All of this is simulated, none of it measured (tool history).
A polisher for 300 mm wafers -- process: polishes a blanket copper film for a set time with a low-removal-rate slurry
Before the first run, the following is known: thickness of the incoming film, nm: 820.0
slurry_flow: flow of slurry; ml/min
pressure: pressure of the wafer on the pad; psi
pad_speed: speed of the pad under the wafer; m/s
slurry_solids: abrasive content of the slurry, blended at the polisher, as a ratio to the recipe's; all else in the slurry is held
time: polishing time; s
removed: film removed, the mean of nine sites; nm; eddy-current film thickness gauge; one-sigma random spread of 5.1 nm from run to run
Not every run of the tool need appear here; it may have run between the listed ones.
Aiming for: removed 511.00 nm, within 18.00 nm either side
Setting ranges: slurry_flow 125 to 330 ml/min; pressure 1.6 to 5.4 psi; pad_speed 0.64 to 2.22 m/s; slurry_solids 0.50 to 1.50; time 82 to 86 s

run	hour	slurry_flow	pressure	pad_speed	slurry_solids	time	removed
1	0.0	210	3.5	1.42	1.00	82	408.78
2	1.3	210	3.6	1.42	1.00	82	412.86
3	8.8	210	3.6	1.18	1.00	82	339.97
4	13.3	210	3.1	1.18	1.00	82	303.58
5	19.0	160	3.1	1.18	1.00	82	284.93
6	26.7	160	3.1	1.18	1.00	82	285.21
7	29.9	175	3.5	1.18	1.00	82	327.53
8	32.5	180	3.8	1.18	1.00	82	355.80
9	34.1	180	3.8	1.18	1.00	82	353.69
10	39.8	190	4.0	1.18	1.00	82	376.82
11	42.1	200	4.2	1.18	1.00	82	404.10

Which one of the following 4 next-run settings gets every result inside its allowed miss? There is exactly one.
A	44.4	205	5.1	0.98	1.05	86	?
B	44.4	215	4.8	1.26	0.95	86	?
C	44.4	165	4.4	1.22	0.95	86	?
D	44.4	150	5.4	1.46	0.90	86	?

move	removed
A	433.19
B	502.68
C	429.82
D	599.44
A: better than the last run, though not everything is in spec
B: all results land within tolerance of their targets
C: better than the last run, though not everything is in spec
D: the result that was furthest off in the last run now lies on the other side of its target
B meets every target.
